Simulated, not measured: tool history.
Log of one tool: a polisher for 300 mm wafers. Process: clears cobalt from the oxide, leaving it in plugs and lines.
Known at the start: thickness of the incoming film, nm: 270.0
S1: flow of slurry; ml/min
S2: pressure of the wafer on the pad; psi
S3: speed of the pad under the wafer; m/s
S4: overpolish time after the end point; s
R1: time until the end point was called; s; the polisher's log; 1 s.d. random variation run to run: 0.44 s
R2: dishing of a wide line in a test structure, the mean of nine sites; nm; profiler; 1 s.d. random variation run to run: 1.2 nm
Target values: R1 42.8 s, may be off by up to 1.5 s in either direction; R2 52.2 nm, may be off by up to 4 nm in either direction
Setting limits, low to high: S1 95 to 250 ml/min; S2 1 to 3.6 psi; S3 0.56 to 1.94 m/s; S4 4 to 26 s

| run | day | S1 | S2 | S3 | S4 | R1 | R2 |
|---|---|---|---|---|---|---|---|
| 1 | 0 | 160 | 2.3 | 1.24 | 13 | 34.686 | 67.031 |
| 2 | 0.133 | 155 | 2.1 | 1.24 | 12 | 38.671 | 63.734 |
| 3 | 0.167 | 155 | 2.1 | 1.54 | 12 | 30.418 | 69.384 |
| 4 | 0.362 | 155 | 2.1 | 1.54 | 7 | 29.937 | 45.995 |
| 5 | 0.454 | 175 | 2.1 | 1.54 | 7 | 29.845 | 46.958 |
| 6 | 0.658 | 175 | 1.8 | 1.54 | 8 | 33.735 | 48.589 |
| 7 | 0.871 | 175 | 1.6 | 1.54 | 9 | 36.744 | 50.727 |
| 8 | 0.946 | 155 | 1.2 | 1.54 | 11 | 45.785 | 49.19 |

Exactly one of the 5 candidate moves below puts every result within its allowed miss. Which one?
| A | 1.021 | 100 | 1.3 | 1.48 | 13 | ? | ? |
| B | 1.021 | 135 | 1 | 1.54 | 12 | ? | ? |
| C | 1.021 | 125 | 1.5 | 1.46 | 11 | ? | ? |
| D | 1.021 | 155 | 1 | 1.56 | 12 | ? | ? |
| E | 1.021 | 100 | 1.2 | 1.48 | 12 | ? | ? |

| move | R1 | R2 |
|---|---|---|
| A | 48.434 | 53.043 |
| B | 52.417 | 47.28 |
| C | 42.787 | 51.425 |
| D | 50.708 | 48.455 |
| E | 51.078 | 48.183 |
A: misses by more than the last run did
B: misses by more than the last run did
C: hits every target within its allowed miss
D: misses by more than the last run did
E: misses by more than the last run did
Answer: C
